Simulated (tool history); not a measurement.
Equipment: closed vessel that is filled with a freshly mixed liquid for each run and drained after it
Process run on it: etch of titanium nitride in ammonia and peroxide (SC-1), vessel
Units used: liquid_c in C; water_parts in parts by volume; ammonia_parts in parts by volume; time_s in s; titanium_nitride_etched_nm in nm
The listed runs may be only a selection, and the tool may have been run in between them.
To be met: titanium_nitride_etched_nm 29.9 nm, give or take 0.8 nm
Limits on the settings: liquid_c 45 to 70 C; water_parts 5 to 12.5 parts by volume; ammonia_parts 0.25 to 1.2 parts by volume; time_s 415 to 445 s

run,hour,liquid_c,water_parts,ammonia_parts,time_s,titanium_nitride_etched_nm
1,0,61,7,0.95,415,41.133
2,8.1,61,7,1.2,415,42.56
3,13.7,61,7,0.9,415,41.176
4,19.3,60,7,0.9,415,38.482
5,21.2,59.5,7,0.9,415,37.228
6,28,59,7,0.9,415,36.136
7,30,58.5,7,0.9,415,34.815
8,34.4,58,7,0.9,415,33.832
9,40.8,57.5,7,0.9,415,32.76
10,42.9,57,7,0.9,415,31.267

4 candidate next runs follow, results not yet known. Just one meets every target within its allowed miss. Identify it.
A,45,56,7,0.6,420,?
B,45,56,8,0.95,415,?
C,45,58,7,0.6,420,?
D,45,56,7,0.8,425,?

move,titanium_nitride_etched_nm
A,27.94
B,27.729
C,31.93
D,29.536
A: takes the biggest miss from the last run beyond its target
B: takes the biggest miss from the last run beyond its target
C: further off than the last run
D: hits every target within its allowed miss
Go with D: it meets all targets.

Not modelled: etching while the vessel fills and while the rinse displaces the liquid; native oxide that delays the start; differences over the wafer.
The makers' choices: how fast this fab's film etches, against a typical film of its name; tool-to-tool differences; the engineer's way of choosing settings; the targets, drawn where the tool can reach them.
